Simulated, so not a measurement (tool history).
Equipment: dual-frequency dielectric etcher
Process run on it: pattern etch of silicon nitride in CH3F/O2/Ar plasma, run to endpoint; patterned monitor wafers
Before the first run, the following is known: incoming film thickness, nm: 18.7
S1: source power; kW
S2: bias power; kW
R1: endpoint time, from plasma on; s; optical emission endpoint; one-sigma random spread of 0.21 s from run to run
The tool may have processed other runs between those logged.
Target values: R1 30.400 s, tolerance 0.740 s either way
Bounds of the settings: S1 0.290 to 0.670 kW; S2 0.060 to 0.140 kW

Run 1, hour 0.0: S1 0.480 kW, S2 0.100 kW. Result: R1 24.627 s.
Run 2, hour 6.8: S1 0.450 kW, S2 0.095 kW. Result: R1 25.708 s.
Run 3, hour 9.2: S1 0.420 kW, S2 0.092 kW. Result: R1 26.819 s.
Run 4, hour 13.6: S1 0.400 kW, S2 0.091 kW. Result: R1 27.469 s.
Run 5, hour 21.0: S1 0.450 kW, S2 0.091 kW. Result: R1 26.207 s.
Run 6, hour 22.3: S1 0.420 kW, S2 0.089 kW. Result: R1 27.186 s.
Run 7, hour 23.0: S1 0.400 kW, S2 0.088 kW. Result: R1 27.639 s.
Run 8, hour 30.7: S1 0.380 kW, S2 0.087 kW. Result: R1 28.627 s.
Run 9, hour 34.5: S1 0.320 kW, S2 0.084 kW. Result: R1 31.273 s.

5 candidate next runs follow, results not yet known. Just one meets every target within its allowed miss. Identify it.
Run A, hour 38.3: S1 0.360 kW, S2 0.092 kW. Result: R1 ?.
Run B, hour 38.3: S1 0.360 kW, S2 0.062 kW. Result: R1 ?.
Run C, hour 38.3: S1 0.300 kW, S2 0.078 kW. Result: R1 ?.
Run D, hour 38.3: S1 0.330 kW, S2 0.088 kW. Result: R1 ?.
Run E, hour 38.3: S1 0.390 kW, S2 0.086 kW. Result: R1 ?.

move      R1
   A  28.992
   B  31.754
   C  32.986
   D  30.563
   E  28.395
A: takes the result that was furthest off past its target
B: the biggest miss grows against the last run
C: the biggest miss grows against the last run
D: in spec on every target
E: takes the result that was furthest off past its target
Answer: D
